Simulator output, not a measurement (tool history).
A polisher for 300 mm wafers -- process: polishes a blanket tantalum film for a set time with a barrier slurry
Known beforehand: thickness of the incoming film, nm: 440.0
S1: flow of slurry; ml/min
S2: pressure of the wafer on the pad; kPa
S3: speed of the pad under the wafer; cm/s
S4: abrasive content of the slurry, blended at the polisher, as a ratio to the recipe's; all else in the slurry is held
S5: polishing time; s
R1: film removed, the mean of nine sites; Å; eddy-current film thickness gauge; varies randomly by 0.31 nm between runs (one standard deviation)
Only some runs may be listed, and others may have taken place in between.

Run 1, day 0.000: S1 160 ml/min, S2 15.2 kPa, S3 90 cm/s, S4 1.00, S5 26 s. Result: R1 360.05 Å.
Run 2, day 0.225: S1 165 ml/min, S2 15.9 kPa, S3 90 cm/s, S4 1.00, S5 26 s. Result: R1 377.06 Å.
Run 3, day 0.388: S1 180 ml/min, S2 15.9 kPa, S3 90 cm/s, S4 1.00, S5 26 s. Result: R1 382.22 Å.
Run 4, day 0.517: S1 180 ml/min, S2 15.9 kPa, S3 90 cm/s, S4 1.15, S5 26 s. Result: R1 390.17 Å.
Run 5, day 0.762: S1 180 ml/min, S2 15.9 kPa, S3 90 cm/s, S4 1.15, S5 26 s. Result: R1 388.63 Å.
Run 6, day 1.075: S1 165 ml/min, S2 15.9 kPa, S3 90 cm/s, S4 1.15, S5 26 s. Result: R1 388.50 Å.

Run 7 comes next. What will it give?
Run 7, day 1.171: S1 165 ml/min, S2 15.9 kPa, S3 90 cm/s, S4 1.15, S5 26 s. Result: R1 ?.

R1: 386.86 Å
